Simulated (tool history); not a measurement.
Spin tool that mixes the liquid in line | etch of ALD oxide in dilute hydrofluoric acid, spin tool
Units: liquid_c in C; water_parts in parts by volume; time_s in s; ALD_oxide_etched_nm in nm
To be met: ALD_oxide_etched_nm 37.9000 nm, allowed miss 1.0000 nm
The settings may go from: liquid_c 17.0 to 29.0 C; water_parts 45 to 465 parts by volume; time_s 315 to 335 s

run,hour,liquid_c,water_parts,time_s,ALD_oxide_etched_nm
1,0.0,21.0,255,315,9.8639
2,5.2,22.0,230,315,11.5280
3,7.4,23.0,205,315,13.9080
4,10.5,23.0,235,315,11.7610
5,14.9,23.0,235,335,12.3850
6,18.6,23.0,235,315,11.6770
7,23.9,27.0,130,325,28.5270
8,29.6,27.0,125,325,29.7740
9,36.5,27.0,120,325,31.2460
10,45.2,28.0,110,325,35.8930
# hour 50.5: thermometer replaced
11,50.5,28.5,110,325,40.0070
12,54.1,28.0,110,325,39.4360

Which of these 4 next moves meets every target?
A,57.7,29.0,115,315,?
B,57.7,29.0,120,315,?
C,57.7,28.5,105,325,?
D,57.7,29.0,115,335,?

move,ALD_oxide_etched_nm
A,37.4160
B,35.6170
C,42.0580
D,39.7920
A: meets every target
B: takes the result that was furthest off past its target
C: further off than the last run
D: further off than the last run
The right move is A.

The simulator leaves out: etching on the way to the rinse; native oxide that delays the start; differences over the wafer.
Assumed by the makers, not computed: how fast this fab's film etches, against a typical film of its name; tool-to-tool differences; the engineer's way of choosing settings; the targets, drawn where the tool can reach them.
